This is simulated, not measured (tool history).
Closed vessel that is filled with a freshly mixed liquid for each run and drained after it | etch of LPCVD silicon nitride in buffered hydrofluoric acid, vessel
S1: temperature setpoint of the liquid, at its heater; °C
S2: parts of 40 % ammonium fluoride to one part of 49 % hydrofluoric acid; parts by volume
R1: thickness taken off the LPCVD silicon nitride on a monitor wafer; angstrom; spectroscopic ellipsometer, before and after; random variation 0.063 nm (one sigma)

Run 1, hour 0: S1 21 °C, S2 14 parts by volume, time in the liquid (s) 1060. Result: R1 93.521 angstrom.
Run 2, hour 4.7: S1 23.5 °C, S2 14 parts by volume, time in the liquid (s) 1060. Result: R1 108.06 angstrom.
Run 3, hour 10.9: S1 21 °C, S2 14 parts by volume, time in the liquid (s) 1060. Result: R1 93.262 angstrom.
Run 4, hour 13.4: S1 21 °C, S2 14 parts by volume, time in the liquid (s) 1125. Result: R1 99.579 angstrom.
Run 5, hour 15: S1 21 °C, S2 14 parts by volume, time in the liquid (s) 1125. Result: R1 99.159 angstrom.
Run 6, hour 17.9: S1 21 °C, S2 17 parts by volume, time in the liquid (s) 1125. Result: R1 81.332 angstrom.
Run 7, hour 18.9: S1 23.5 °C, S2 16.5 parts by volume, time in the liquid (s) 1125. Result: R1 97.318 angstrom.
Run 8, hour 22: S1 25 °C, S2 16.5 parts by volume, time in the liquid (s) 1125. Result: R1 105.96 angstrom.

Forecast run 9:
Run 9, hour 24.1: S1 26.5 °C, S2 16 parts by volume, time in the liquid (s) 1125. Result: R1 ?.

R1: 117.41 angstrom

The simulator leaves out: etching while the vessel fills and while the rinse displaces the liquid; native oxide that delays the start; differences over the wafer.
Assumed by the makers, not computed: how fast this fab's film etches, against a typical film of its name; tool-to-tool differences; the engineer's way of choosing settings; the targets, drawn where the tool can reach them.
